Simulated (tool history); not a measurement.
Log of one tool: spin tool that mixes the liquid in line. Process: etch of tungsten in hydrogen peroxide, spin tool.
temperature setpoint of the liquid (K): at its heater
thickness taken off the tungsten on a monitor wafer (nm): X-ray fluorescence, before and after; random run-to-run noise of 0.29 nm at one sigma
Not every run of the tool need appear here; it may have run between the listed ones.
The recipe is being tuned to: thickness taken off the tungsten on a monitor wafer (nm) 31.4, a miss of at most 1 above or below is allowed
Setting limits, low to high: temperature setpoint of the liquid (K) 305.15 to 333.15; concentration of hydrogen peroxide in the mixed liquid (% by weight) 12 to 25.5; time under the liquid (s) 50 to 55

run,hour,temperature setpoint of the liquid (K),concentration of hydrogen peroxide in the mixed liquid (% by weight),time under the liquid (s),thickness taken off the tungsten on a monitor wafer (nm)
1,0,317.15,17.5,50,72.662
2,2.7,317.15,15.5,50,67.952
3,7.8,315.65,15.5,50,61.659
4,16,309.65,15.5,50,41.835
5,20.4,309.15,15.5,50,40.393
6,25.2,309.15,15.5,55,44.25
7,26.7,308.65,15.5,55,42.732
8,32.5,308.15,15.5,55,41.925
9,36.1,307.65,15,55,39.037
10,39.3,307.15,15,55,38.381
11,47.1,306.15,14,55,34.732
12,48.8,305.65,13.5,55,32.984

Of the 4 settings listed for the next run, only one would bring every result within its allowed miss of target. Which one?
A,50.5,306.65,12.5,55,?
B,50.5,306.65,15.5,50,?
C,50.5,308.15,12,50,?
D,50.5,305.65,12.5,55,?

move,thickness taken off the tungsten on a monitor wafer (nm)
A,33.909
B,34.327
C,33.424
D,31.677
A: moves away from the targets compared with the last run
B: moves away from the targets compared with the last run
C: moves away from the targets compared with the last run
D: all results land within tolerance of their targets
Go with D: it meets all targets.

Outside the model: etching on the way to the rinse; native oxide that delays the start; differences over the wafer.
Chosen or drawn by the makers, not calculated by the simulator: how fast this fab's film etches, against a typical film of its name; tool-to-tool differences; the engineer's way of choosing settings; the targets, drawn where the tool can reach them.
